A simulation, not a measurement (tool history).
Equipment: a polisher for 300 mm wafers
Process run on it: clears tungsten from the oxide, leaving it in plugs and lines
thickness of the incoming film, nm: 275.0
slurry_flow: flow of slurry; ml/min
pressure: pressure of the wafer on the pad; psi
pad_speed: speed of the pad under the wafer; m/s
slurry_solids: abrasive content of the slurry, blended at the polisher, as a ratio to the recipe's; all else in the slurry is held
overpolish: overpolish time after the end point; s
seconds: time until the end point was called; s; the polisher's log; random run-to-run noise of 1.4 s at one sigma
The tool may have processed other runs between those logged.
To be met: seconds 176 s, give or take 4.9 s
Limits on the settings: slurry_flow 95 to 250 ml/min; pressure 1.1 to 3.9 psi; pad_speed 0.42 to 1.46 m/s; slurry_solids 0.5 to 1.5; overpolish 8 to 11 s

{"run": 1, "day": 0.0, "slurry_flow": 160, "pressure": 2.5, "pad_speed": 0.94, "slurry_solids": 1, "overpolish": 11, "seconds": 85.038}
{"run": 2, "day": 0.154, "slurry_flow": 160, "pressure": 2.5, "pad_speed": 0.94, "slurry_solids": 1, "overpolish": 11, "seconds": 85.96}
{"run": 3, "day": 0.479, "slurry_flow": 155, "pressure": 2.1, "pad_speed": 0.9, "slurry_solids": 1, "overpolish": 11, "seconds": 102.49}
{"run": 4, "day": 0.762, "slurry_flow": 155, "pressure": 2.1, "pad_speed": 0.9, "slurry_solids": 1, "overpolish": 11, "seconds": 103.52}
{"run": 5, "day": 1.033, "slurry_flow": 155, "pressure": 2.1, "pad_speed": 0.9, "slurry_solids": 1, "overpolish": 11, "seconds": 101.76}
{"run": 6, "day": 1.258, "slurry_flow": 155, "pressure": 2.1, "pad_speed": 0.9, "slurry_solids": 0.9, "overpolish": 11, "seconds": 106.1}
{"run": 7, "day": 1.408, "slurry_flow": 130, "pressure": 1.4, "pad_speed": 0.82, "slurry_solids": 0.9, "overpolish": 11, "seconds": 170.33}
{"run": 8, "day": 1.629, "slurry_flow": 125, "pressure": 1.4, "pad_speed": 0.82, "slurry_solids": 0.9, "overpolish": 11, "seconds": 169.65}
{"run": 9, "day": 1.804, "slurry_flow": 120, "pressure": 1.4, "pad_speed": 0.82, "slurry_solids": 0.9, "overpolish": 11, "seconds": 169.42}

Next run, 4 choices. One meets every target within its allowed miss, the rest don't. Which?
{"run": "A", "day": 1.979, "slurry_flow": 115, "pressure": 1.5, "pad_speed": 0.82, "slurry_solids": 0.85, "overpolish": 11, "seconds": "?"}
{"run": "B", "day": 1.979, "slurry_flow": 150, "pressure": 1.6, "pad_speed": 0.72, "slurry_solids": 0.75, "overpolish": 8, "seconds": "?"}
{"run": "C", "day": 1.979, "slurry_flow": 165, "pressure": 1.5, "pad_speed": 0.68, "slurry_solids": 0.8, "overpolish": 11, "seconds": "?"}
{"run": "D", "day": 1.979, "slurry_flow": 140, "pressure": 1.4, "pad_speed": 0.7, "slurry_solids": 0.85, "overpolish": 10, "seconds": "?"}

move=A seconds=162.57
move=B seconds=164.06
move=C seconds=174.49
move=D seconds=184.39
A: the biggest miss grows against the last run
B: the biggest miss grows against the last run
C: all results land within tolerance of their targets
D: carries the result that was furthest off beyond its target, to the other side
Correct choice: C, which meets every target

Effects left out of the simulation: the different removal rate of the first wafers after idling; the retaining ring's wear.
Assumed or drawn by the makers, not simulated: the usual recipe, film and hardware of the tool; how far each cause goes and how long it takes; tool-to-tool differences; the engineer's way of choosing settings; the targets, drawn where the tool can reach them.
